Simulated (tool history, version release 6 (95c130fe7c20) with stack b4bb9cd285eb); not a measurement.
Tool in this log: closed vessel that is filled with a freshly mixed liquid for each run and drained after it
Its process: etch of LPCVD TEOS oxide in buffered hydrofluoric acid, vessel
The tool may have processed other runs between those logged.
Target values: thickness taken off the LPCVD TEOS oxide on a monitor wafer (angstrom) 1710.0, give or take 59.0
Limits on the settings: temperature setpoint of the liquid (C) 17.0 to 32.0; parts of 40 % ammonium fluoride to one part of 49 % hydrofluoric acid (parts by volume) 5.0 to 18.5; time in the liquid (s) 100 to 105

| run | hour | temperature setpoint of the liquid (C) | parts of 40 % ammonium fluoride to one part of 49 % hydrofluoric acid (parts by volume) | time in the liquid (s) | thickness taken off the LPCVD TEOS oxide on a monitor wafer (angstrom) |
|---|---|---|---|---|---|
| 1 | 0.0 | 25.0 | 11.5 | 100 | 2279.3 |
| 2 | 6.1 | 24.0 | 11.5 | 100 | 2156.5 |
| 3 | 15.0 | 23.5 | 11.5 | 100 | 2084.1 |
| 4 | 23.5 | 23.5 | 8.5 | 100 | 2721.4 |
| 5 | 25.5 | 23.5 | 8.5 | 105 | 2887.9 |
| 6 | 34.1 | 22.5 | 9.0 | 105 | 2492.5 |
| 7 | 42.4 | 18.5 | 9.0 | 105 | 2034.4 |
| 8 | 49.2 | 17.5 | 9.5 | 105 | 1890.7 |

Next run, 5 choices. One meets every target within its allowed miss, the rest don't. Which?
| A | 56.0 | 17.0 | 11.5 | 105 | ? |
| B | 56.0 | 18.5 | 10.0 | 100 | ? |
| C | 56.0 | 18.5 | 9.0 | 105 | ? |
| D | 56.0 | 18.0 | 10.5 | 100 | ? |
| E | 56.0 | 18.0 | 9.0 | 105 | ? |

| move | thickness taken off the LPCVD TEOS oxide on a monitor wafer (angstrom) |
|---|---|
| A | 1542.0 |
| B | 1832.9 |
| C | 2056.6 |
| D | 1699.0 |
| E | 1999.2 |
A: pushes the last run's worst result past its target
B: nearer than the last run, and not there yet
C: moves away from the targets compared with the last run
D: in spec on every target
E: moves away from the targets compared with the last run
D meets every target.

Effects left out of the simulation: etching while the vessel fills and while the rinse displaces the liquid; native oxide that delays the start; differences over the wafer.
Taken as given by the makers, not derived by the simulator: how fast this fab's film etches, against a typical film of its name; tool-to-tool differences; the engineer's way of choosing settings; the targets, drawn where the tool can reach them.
